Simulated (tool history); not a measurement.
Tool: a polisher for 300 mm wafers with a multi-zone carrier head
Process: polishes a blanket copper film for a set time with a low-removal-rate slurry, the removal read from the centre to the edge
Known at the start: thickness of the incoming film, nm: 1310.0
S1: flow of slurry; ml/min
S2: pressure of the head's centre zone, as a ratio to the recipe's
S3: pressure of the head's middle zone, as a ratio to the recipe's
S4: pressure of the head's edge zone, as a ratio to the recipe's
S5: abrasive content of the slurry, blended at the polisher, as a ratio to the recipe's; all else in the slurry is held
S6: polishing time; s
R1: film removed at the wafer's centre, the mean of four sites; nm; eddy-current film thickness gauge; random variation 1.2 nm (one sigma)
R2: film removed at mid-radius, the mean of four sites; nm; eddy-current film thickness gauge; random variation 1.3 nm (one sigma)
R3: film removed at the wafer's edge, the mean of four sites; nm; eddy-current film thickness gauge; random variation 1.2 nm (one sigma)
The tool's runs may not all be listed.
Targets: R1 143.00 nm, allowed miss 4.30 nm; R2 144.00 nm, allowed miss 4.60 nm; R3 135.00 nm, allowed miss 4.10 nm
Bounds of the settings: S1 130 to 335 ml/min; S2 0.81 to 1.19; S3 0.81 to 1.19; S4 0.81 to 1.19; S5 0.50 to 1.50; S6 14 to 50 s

Run 1, day 0.000: S1 215 ml/min, S2 1.00, S3 1.00, S4 1.00, S5 1.00, S6 32 s. Result: R1 113.58 nm, R2 118.19 nm, R3 116.35 nm.
Run 2, day 0.262: S1 225 ml/min, S2 1.02, S3 1.02, S4 1.02, S5 1.05, S6 32 s. Result: R1 118.06 nm, R2 122.12 nm, R3 119.18 nm.
Run 3, day 0.575: S1 175 ml/min, S2 1.02, S3 1.02, S4 1.02, S5 1.05, S6 32 s. Result: R1 117.38 nm, R2 120.72 nm, R3 117.78 nm.
Run 4, day 0.721: S1 175 ml/min, S2 1.06, S3 1.02, S4 1.02, S5 1.05, S6 32 s. Result: R1 121.13 nm, R2 119.03 nm, R3 117.21 nm.
Run 5, day 1.033: S1 180 ml/min, S2 1.07, S3 1.04, S4 1.05, S5 1.10, S6 32 s. Result: R1 125.23 nm, R2 123.57 nm, R3 121.73 nm.
Run 6, day 1.346: S1 180 ml/min, S2 1.07, S3 0.98, S4 1.05, S5 1.10, S6 32 s. Result: R1 124.82 nm, R2 115.50 nm, R3 120.99 nm.
Run 7, day 1.579: S1 185 ml/min, S2 1.08, S3 1.01, S4 1.07, S5 1.15, S6 32 s. Result: R1 129.27 nm, R2 122.16 nm, R3 124.08 nm.
Run 8, day 1.667: S1 190 ml/min, S2 1.09, S3 1.03, S4 1.09, S5 1.15, S6 32 s. Result: R1 130.92 nm, R2 124.34 nm, R3 126.06 nm.
Run 9, day 1.854: S1 195 ml/min, S2 1.10, S3 1.05, S4 1.10, S5 1.15, S6 32 s. Result: R1 131.22 nm, R2 125.73 nm, R3 126.21 nm.

Which of these 4 next moves meets every target?
Run A, day 2.042: S1 185 ml/min, S2 1.03, S3 1.19, S4 1.05, S5 0.95, S6 38 s. Result: R1 ?, R2 ?, R3 ?.
Run B, day 2.042: S1 200 ml/min, S2 1.10, S3 1.11, S4 1.08, S5 1.10, S6 35 s. Result: R1 ?, R2 ?, R3 ?.
Run C, day 2.042: S1 170 ml/min, S2 0.99, S3 1.19, S4 1.05, S5 0.90, S6 35 s. Result: R1 ?, R2 ?, R3 ?.
Run D, day 2.042: S1 220 ml/min, S2 1.01, S3 0.91, S4 1.19, S5 1.30, S6 32 s. Result: R1 ?, R2 ?, R3 ?.

move      R1      R2      R3
   A  135.68  158.41  137.05
   B  140.91  144.92  134.97
   C  116.97  142.28  123.32
   D  125.39  118.91  137.71
A: takes the result that was furthest off past its target
B: meets every target
C: brings the result that was furthest off to its target, and leaves another outside
D: further off than the last run
The right move is B.

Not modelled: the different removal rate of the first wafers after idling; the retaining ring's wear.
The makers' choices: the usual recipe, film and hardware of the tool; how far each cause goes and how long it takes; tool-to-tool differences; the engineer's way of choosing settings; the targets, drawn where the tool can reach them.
